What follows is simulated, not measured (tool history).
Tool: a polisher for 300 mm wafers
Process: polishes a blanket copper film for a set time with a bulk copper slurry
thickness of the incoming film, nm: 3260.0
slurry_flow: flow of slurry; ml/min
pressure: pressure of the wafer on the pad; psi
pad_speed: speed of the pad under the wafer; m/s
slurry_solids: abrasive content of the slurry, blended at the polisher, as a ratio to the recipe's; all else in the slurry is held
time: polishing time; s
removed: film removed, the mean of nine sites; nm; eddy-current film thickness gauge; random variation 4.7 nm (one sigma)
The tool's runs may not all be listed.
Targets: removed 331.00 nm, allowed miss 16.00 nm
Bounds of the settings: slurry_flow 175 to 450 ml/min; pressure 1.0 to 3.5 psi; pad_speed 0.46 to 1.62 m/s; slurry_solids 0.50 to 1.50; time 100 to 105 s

run    day  slurry_flow  pressure  pad_speed  slurry_solids  time  removed
  1  0.000          290       2.2       1.04           1.00   100   654.66
  2  0.371          290       2.0       1.00           1.00   100   563.67
  3  0.529          290       1.7       1.00           1.00   100   493.19
  4  0.788          290       1.7       1.00           1.20   100   500.22
  5  1.129          290       1.7       1.00           1.00   100   511.23
  6  1.421          290       1.7       1.00           1.00   105   524.09
  7  1.583          290       1.6       0.98           1.00   105   480.22
  8  1.779          290       1.5       0.96           1.00   105   467.18
  9  1.825          290       1.4       0.94           1.00   105   420.49

Which of these 5 next moves meets every target?
  A  1.871          280       1.4       0.86           1.00   104        ?
  B  1.871          275       1.6       1.04           0.95   105        ?
  C  1.871          230       1.4       0.78           1.05   100        ?
  D  1.871          285       1.5       0.80           1.10   102        ?
  E  1.871          245       1.4       0.84           1.05   105        ?

move  removed
   A   384.05
   B   512.61
   C   330.63
   D   376.45
   E   375.86
A: nearer than the last run, and not there yet
B: further off than the last run
C: meets every target
D: nearer than the last run, and not there yet
E: nearer than the last run, and not there yet
Answer: C
